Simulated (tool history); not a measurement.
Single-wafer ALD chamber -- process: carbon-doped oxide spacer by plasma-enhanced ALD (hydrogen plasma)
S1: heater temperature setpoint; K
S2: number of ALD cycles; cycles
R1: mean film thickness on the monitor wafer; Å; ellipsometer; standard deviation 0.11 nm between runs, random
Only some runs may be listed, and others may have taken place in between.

| run | day | S1 | S2 | R1 |
|---|---|---|---|---|
| 1 | 0 | 673.15 | 481 | 216.73 |
| 2 | 0.125 | 673.15 | 529 | 237.69 |
| 3 | 0.45 | 673.15 | 533 | 238.58 |
| 4 | 0.617 | 673.15 | 486 | 218.76 |
| 5 | 0.721 | 677.15 | 486 | 216.95 |
| 6 | 0.879 | 672.15 | 486 | 219.5 |
| 7 | 1.092 | 672.15 | 486 | 217.61 |
| 8 | 1.188 | 672.15 | 486 | 217.08 |
| 9 | 1.475 | 672.15 | 495 | 223.35 |
| 10 | 1.542 | 672.15 | 503 | 227.69 |
| 11 | 1.754 | 671.15 | 509 | 229.18 |

Run 12, settings as shown, results not yet in. Your forecast:
| 12 | 1.85 | 671.15 | 515 | ? |

R1: 232.3 Å
